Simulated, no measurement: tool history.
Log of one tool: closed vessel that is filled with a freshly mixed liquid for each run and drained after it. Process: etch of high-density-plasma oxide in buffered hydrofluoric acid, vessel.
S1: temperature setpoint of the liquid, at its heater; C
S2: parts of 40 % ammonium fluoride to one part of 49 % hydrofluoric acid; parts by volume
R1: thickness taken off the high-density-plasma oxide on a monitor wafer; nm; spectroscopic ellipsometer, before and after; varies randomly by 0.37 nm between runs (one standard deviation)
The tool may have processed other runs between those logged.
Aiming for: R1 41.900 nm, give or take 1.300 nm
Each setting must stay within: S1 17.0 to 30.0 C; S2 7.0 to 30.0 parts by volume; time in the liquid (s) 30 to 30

run 1 hour=0.0 | S1=22.0 S2=20.0 time_in_the_liquid_(s)=30 | R1=21.338
run 2 hour=1.4 | S1=23.5 S2=19.0 time_in_the_liquid_(s)=30 | R1=23.997
run 3 hour=5.8 | S1=23.5 S2=24.5 time_in_the_liquid_(s)=30 | R1=20.228
run 4 hour=13.6 | S1=25.0 S2=22.5 time_in_the_liquid_(s)=30 | R1=23.455
run 5 hour=21.1 | S1=26.0 S2=21.0 time_in_the_liquid_(s)=30 | R1=25.579
run 6 hour=24.0 | S1=27.0 S2=19.0 time_in_the_liquid_(s)=30 | R1=29.742
run 7 hour=31.2 | S1=27.5 S2=18.0 time_in_the_liquid_(s)=30 | R1=31.831
run 8 hour=35.3 | S1=28.0 S2=17.5 time_in_the_liquid_(s)=30 | R1=34.385
run 9 hour=43.9 | S1=28.5 S2=17.0 time_in_the_liquid_(s)=30 | R1=36.013
run 10 hour=49.7 | S1=28.5 S2=17.0 time_in_the_liquid_(s)=30 | R1=36.252
run 11 hour=53.9 | S1=30.0 S2=15.0 time_in_the_liquid_(s)=30 | R1=43.671

Below are 4 possible settings for the next run. Only one of them brings all results inside the allowed miss of their targets. Which is it?
run A hour=58.1 | S1=30.0 S2=15.5 time_in_the_liquid_(s)=30 | R1=?
run B hour=58.1 | S1=29.0 S2=14.0 time_in_the_liquid_(s)=30 | R1=?
run C hour=58.1 | S1=29.5 S2=14.0 time_in_the_liquid_(s)=30 | R1=?
run D hour=58.1 | S1=30.0 S2=14.5 time_in_the_liquid_(s)=30 | R1=?

move=A R1=42.510
move=B R1=44.556
move=C R1=45.748
move=D R1=45.381
A: meets every target
B: its largest miss is bigger than the last run's
C: its largest miss is bigger than the last run's
D: its largest miss is bigger than the last run's
A meets every target.
